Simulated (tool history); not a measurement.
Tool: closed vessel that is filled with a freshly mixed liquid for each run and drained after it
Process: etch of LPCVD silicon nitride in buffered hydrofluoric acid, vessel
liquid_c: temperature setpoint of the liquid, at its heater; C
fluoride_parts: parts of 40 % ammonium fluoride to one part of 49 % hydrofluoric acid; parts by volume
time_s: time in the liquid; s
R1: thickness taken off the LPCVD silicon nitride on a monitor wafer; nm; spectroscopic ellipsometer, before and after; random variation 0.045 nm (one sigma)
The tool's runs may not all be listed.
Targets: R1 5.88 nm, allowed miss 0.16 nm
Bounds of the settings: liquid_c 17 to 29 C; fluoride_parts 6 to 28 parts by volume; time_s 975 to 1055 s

run 1 day=0 | liquid_c=21 fluoride_parts=17 time_s=975 | R1=7.5402
run 2 day=0.088 | liquid_c=21 fluoride_parts=18.5 time_s=975 | R1=6.9924
run 3 day=0.192 | liquid_c=21 fluoride_parts=18.5 time_s=1055 | R1=7.5388
run 4 day=0.492 | liquid_c=18 fluoride_parts=18.5 time_s=1055 | R1=6.3759
run 5 day=0.75 | liquid_c=17.5 fluoride_parts=18.5 time_s=1055 | R1=6.1339
run 6 day=1.058 | liquid_c=20.5 fluoride_parts=18.5 time_s=1055 | R1=7.3089
run 7 day=1.3 | liquid_c=20 fluoride_parts=18.5 time_s=1055 | R1=7.105
run 8 day=1.475 | liquid_c=19.5 fluoride_parts=18.5 time_s=1055 | R1=6.766
run 9 day=1.554 | liquid_c=19 fluoride_parts=18.5 time_s=1055 | R1=6.687
run 10 day=1.754 | liquid_c=18.5 fluoride_parts=18.5 time_s=1055 | R1=6.5534
run 11 day=2.025 | liquid_c=18 fluoride_parts=18.5 time_s=1055 | R1=6.3133
run 12 day=2.067 | liquid_c=17.5 fluoride_parts=18.5 time_s=1055 | R1=6.2562

5 next moves are on the table. One of them brings every result within its allowed miss. Which?
run A day=2.108 | liquid_c=17.5 fluoride_parts=15.5 time_s=975 | R1=?
run B day=2.108 | liquid_c=20 fluoride_parts=23 time_s=990 | R1=?
run C day=2.108 | liquid_c=19.5 fluoride_parts=18 time_s=1010 | R1=?
run D day=2.108 | liquid_c=20 fluoride_parts=23 time_s=1050 | R1=?
run E day=2.108 | liquid_c=17.5 fluoride_parts=16.5 time_s=1035 | R1=?

move=A R1=6.7655
move=B R1=5.5875
move=C R1=6.773
move=D R1=5.9261
move=E R1=6.7526
A: further off than the last run
B: takes the result that was furthest off past its target
C: further off than the last run
D: meets every target
E: further off than the last run
The right move is D.
